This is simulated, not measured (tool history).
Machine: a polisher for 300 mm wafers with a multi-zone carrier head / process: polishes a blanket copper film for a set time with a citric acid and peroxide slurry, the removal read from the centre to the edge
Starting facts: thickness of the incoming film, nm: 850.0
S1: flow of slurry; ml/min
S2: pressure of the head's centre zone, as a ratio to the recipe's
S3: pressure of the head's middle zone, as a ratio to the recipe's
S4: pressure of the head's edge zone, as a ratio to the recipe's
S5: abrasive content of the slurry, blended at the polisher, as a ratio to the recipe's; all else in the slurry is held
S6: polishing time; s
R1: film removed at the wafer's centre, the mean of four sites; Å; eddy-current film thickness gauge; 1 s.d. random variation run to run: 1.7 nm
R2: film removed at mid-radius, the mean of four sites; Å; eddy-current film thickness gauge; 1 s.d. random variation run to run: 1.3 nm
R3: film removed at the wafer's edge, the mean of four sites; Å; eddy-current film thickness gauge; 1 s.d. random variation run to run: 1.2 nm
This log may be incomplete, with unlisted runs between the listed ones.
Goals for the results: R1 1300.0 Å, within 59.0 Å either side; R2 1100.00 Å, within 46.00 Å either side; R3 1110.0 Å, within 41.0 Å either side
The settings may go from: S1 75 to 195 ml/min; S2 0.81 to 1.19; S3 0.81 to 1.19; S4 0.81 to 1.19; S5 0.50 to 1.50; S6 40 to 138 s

run	day	S1	S2	S3	S4	S5	S6	R1	R2	R3
1	0.000	125	1.00	1.00	1.00	1.00	88	1574.5	1551.30	1512.9
2	0.292	125	1.05	1.00	1.00	1.00	88	1626.4	1580.70	1517.2
3	0.508	125	1.05	1.00	1.00	1.00	100	1879.5	1798.80	1728.5
4	0.604	125	1.05	1.00	0.95	1.00	100	1850.6	1759.60	1680.5
5	0.858	120	1.06	0.97	0.92	0.85	93	1688.6	1549.80	1493.2
6	0.900	120	1.06	1.00	0.92	0.85	93	1679.7	1572.90	1483.6
7	1.092	115	1.06	0.97	0.90	0.75	88	1523.6	1386.60	1365.6
8	1.254	110	1.07	0.96	0.88	0.70	84	1434.6	1276.60	1250.3
9	1.346	105	1.07	0.95	0.86	0.65	83	1361.1	1205.20	1220.5
10	1.642	100	1.08	0.95	0.85	0.60	82	1303.9	1164.30	1150.0

Consider the 4 candidate settings below. Which is the only one whose results all fall within their allowed miss of target?
A	1.938	80	1.07	1.09	0.86	0.65	86	?	?	?
B	1.938	100	1.08	0.91	0.82	0.50	77	?	?	?
C	1.938	95	1.10	0.90	0.81	0.60	82	?	?	?
D	1.938	105	1.05	0.87	0.90	0.50	74	?	?	?

move	R1	R2	R3
A	1263.8	1314.60	1150.1
B	1191.4	1041.10	1016.9
C	1314.0	1119.90	1105.9
D	1132.4	978.79	1020.0
A: lands further from the targets than the last run did
B: carries the result that was furthest off beyond its target, to the other side
C: all results in spec
D: carries the result that was furthest off beyond its target, to the other side
C is the move that brings every result within its allowed miss.
